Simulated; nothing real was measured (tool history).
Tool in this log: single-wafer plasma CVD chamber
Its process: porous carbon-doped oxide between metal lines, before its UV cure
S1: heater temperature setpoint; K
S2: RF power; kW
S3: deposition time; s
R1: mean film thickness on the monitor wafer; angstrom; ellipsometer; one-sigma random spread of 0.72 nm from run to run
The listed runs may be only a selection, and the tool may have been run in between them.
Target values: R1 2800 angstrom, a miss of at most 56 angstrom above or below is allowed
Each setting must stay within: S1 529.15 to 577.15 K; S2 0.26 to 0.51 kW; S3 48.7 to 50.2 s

run  hour      S1     S2    S3      R1
  1     0  553.15  0.385  48.7  2469.7
  2   1.3  551.15  0.385  48.7  2501.7
  3   2.8  549.15  0.385  48.7  2524.7
  4   6.6  547.15  0.385  48.7  2559.5
  5  14.8  553.15  0.385  48.7  2457.6
  6  16.9  560.15  0.385  48.7  2370.9
  7  19.6  557.15  0.385  48.7  2419.8
  8  20.9  555.15  0.385  48.7  2450.4
  9  21.5  553.15  0.385  48.7  2466.9
 10  25.1  551.15  0.385  48.7  2486.5
 11  29.3  549.15  0.385  48.7    2535
 12  35.9  547.15  0.385  48.7  2555.3
 13  44.4  546.15  0.385  48.7  2564.5
 14  48.2  545.15  0.385  48.7  2586.6

Below are 5 possible settings for the next run. Only one of them brings all results inside the allowed miss of their targets. Which is it?
  A    52  543.15   0.42  50.2   ?
  B    52  543.15  0.425  50.2   ?
  C    52  535.15    0.4  49.8   ?
  D    52  542.15  0.425  50.2   ?
  E    52  539.15   0.39  50.2   ?

move      R1
   A  2885.1
   B  2912.1
   C    2887
   D  2929.1
   E  2785.5
A: takes the result that was furthest off past its target
B: takes the result that was furthest off past its target
C: takes the result that was furthest off past its target
D: takes the result that was furthest off past its target
E: all results land within tolerance of their targets
So the answer is move E, the one that meets all the targets.
